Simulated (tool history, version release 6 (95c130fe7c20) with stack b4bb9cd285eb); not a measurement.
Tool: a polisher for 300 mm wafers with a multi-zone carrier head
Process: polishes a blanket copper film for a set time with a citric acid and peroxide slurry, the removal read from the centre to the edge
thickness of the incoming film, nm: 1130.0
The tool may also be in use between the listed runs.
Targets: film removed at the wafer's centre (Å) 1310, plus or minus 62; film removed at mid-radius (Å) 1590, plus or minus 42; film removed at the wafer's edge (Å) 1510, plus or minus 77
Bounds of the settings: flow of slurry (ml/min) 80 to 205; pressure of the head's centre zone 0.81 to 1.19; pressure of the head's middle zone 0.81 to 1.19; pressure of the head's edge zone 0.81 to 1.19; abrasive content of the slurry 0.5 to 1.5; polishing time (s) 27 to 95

| run | hour | flow of slurry (ml/min) | pressure of the head's centre zone | pressure of the head's middle zone | pressure of the head's edge zone | abrasive content of the slurry | polishing time (s) | film removed at the wafer's centre (Å) | film removed at mid-radius (Å) | film removed at the wafer's edge (Å) |
|---|---|---|---|---|---|---|---|---|---|---|
| 1 | 0 | 135 | 1 | 1 | 1 | 1 | 61 | 1303.5 | 1217.7 | 1191.9 |
| 2 | 8.9 | 115 | 1 | 1 | 1 | 1 | 61 | 1228.5 | 1169.5 | 1193.9 |
| 3 | 13.5 | 115 | 1 | 0.94 | 1 | 1 | 61 | 1253.1 | 1112.1 | 1179.5 |
| 4 | 21 | 120 | 0.98 | 0.98 | 1.03 | 1.1 | 61 | 1251.5 | 1192.6 | 1217.9 |
| 5 | 25.5 | 120 | 1.04 | 0.98 | 1.03 | 1.1 | 61 | 1322.8 | 1184.8 | 1229 |
| 6 | 28.3 | 120 | 1.04 | 0.92 | 1.03 | 1.1 | 61 | 1315.8 | 1128 | 1234.5 |
| 7 | 29.2 | 155 | 0.94 | 1.02 | 1.13 | 1.35 | 63 | 1417.6 | 1433.6 | 1417.7 |
| 8 | 37.5 | 155 | 0.92 | 1.03 | 1.14 | 1.35 | 63 | 1368.2 | 1426.4 | 1460.4 |
| 9 | 40.1 | 160 | 0.91 | 1.05 | 1.14 | 1.35 | 63 | 1338.4 | 1474.8 | 1436.4 |
| 10 | 49 | 165 | 0.9 | 1.06 | 1.15 | 1.35 | 63 | 1322.7 | 1468.6 | 1484.6 |
| 11 | 54.2 | 170 | 0.9 | 1.07 | 1.15 | 1.35 | 63 | 1362 | 1488.6 | 1450.4 |
| 12 | 60.1 | 170 | 0.89 | 1.08 | 1.15 | 1.35 | 63 | 1332.5 | 1509.1 | 1478.8 |

Which of these 4 next moves meets every target?
| A | 66 | 95 | 0.83 | 1.06 | 1.19 | 1.25 | 79 | ? | ? | ? |
| B | 66 | 140 | 0.86 | 1.12 | 1.17 | 1.15 | 69 | ? | ? | ? |
| C | 66 | 165 | 0.92 | 1.15 | 1.08 | 1.5 | 66 | ? | ? | ? |
| D | 66 | 185 | 0.93 | 1.08 | 1.12 | 1.4 | 64 | ? | ? | ? |

| move | film removed at the wafer's centre (Å) | film removed at mid-radius (Å) | film removed at the wafer's edge (Å) |
|---|---|---|---|
| A | 1312.5 | 1592.1 | 1625.5 |
| B | 1319.6 | 1593.3 | 1487.9 |
| C | 1492.7 | 1715.4 | 1498.3 |
| D | 1471 | 1581.4 | 1474.3 |
A: the worst result of the last run now meets its target, but another is out of spec
B: hits every target within its allowed miss
C: takes the result that was furthest off past its target
D: the worst result of the last run now meets its target, but another is out of spec
The right move is B.

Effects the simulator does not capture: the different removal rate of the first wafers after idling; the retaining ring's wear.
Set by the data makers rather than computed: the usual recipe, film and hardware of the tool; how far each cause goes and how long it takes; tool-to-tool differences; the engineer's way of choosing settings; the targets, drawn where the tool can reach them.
